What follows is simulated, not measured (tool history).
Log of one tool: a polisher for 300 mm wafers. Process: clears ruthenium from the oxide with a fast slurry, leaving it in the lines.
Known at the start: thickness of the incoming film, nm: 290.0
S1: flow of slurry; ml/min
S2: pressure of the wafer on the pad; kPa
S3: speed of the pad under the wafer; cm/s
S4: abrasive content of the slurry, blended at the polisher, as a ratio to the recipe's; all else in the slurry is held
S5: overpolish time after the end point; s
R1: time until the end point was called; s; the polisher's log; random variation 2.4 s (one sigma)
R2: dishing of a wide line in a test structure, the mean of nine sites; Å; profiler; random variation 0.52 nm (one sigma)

run 1 hour=0.0 | S1=300 S2=15.9 S3=124 S4=1.0 S5=9 | R1=77.903 R2=325.09
run 2 hour=7.7 | S1=300 S2=15.9 S3=110 S4=1.0 S5=9 | R1=89.943 R2=287.12
run 3 hour=10.5 | S1=300 S2=15.9 S3=110 S4=1.0 S5=13 | R1=87.435 R2=374.47
run 4 hour=15.5 | S1=300 S2=15.9 S3=110 S4=1.0 S5=10 | R1=90.203 R2=304.95
run 5 hour=18.4 | S1=300 S2=13.1 S3=106 S4=1.0 S5=11 | R1=112.610 R2=271.25
run 6 hour=19.1 | S1=300 S2=11.0 S3=106 S4=1.0 S5=12 | R1=130.150 R2=267.67
run 7 hour=23.8 | S1=300 S2=6.9 S3=100 S4=1.0 S5=12 | R1=220.540 R2=159.38

Forecast run 8:
run 8 hour=25.9 | S1=300 S2=7.6 S3=100 S4=1.0 S5=12 | R1=? R2=?

Run 8 gave R1 198.780 s, R2 171.99 Å.
